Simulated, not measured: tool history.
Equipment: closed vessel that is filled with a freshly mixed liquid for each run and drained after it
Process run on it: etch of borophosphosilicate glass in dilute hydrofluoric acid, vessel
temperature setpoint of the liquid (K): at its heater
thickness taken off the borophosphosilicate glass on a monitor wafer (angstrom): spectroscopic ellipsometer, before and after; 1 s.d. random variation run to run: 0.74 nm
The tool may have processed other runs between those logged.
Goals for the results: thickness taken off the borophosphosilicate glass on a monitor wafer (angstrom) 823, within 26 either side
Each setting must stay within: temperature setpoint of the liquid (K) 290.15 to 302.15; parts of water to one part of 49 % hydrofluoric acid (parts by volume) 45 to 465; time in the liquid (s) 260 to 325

run	hour	temperature setpoint of the liquid (K)	parts of water to one part of 49 % hydrofluoric acid (parts by volume)	time in the liquid (s)	thickness taken off the borophosphosilicate glass on a monitor wafer (angstrom)
1	0	294.15	255	325	326.75
2	7.3	294.15	255	260	264.57
3	11.4	295.15	230	260	310.68
4	18.5	292.15	230	260	273.49
5	22.2	293.65	210	260	329.01
6	25.5	293.65	210	260	322.35
7	31.6	294.65	190	260	383.32
8	33.3	295.65	180	260	431.66
9	36.5	296.65	170	260	469.54
10	41.3	297.15	160	260	517.35
11	50.5	297.65	155	260	545.37
12	59.4	298.15	150	260	585.61
13	68.1	298.65	145	260	616.34
14	70.6	299.15	145	260	624.09
15	76.8	299.65	140	260	671.95
16	82	300.15	140	260	679.46
17	88.6	302.15	110	260	972.44
18	94.8	301.65	110	260	945.86

Which one of the following 4 next-run settings gets every result inside its allowed miss? There is exactly one.
A	101	302.15	155	310	?
B	101	302.15	150	315	?
C	101	301.65	125	325	?
D	101	299.65	140	300	?

move	thickness taken off the borophosphosilicate glass on a monitor wafer (angstrom)
A	771.14
B	814.89
C	1023.2
D	767.75
A: takes the result that was furthest off past its target
B: every result within its allowed miss
C: the biggest miss grows against the last run
D: takes the result that was furthest off past its target
Answer: B

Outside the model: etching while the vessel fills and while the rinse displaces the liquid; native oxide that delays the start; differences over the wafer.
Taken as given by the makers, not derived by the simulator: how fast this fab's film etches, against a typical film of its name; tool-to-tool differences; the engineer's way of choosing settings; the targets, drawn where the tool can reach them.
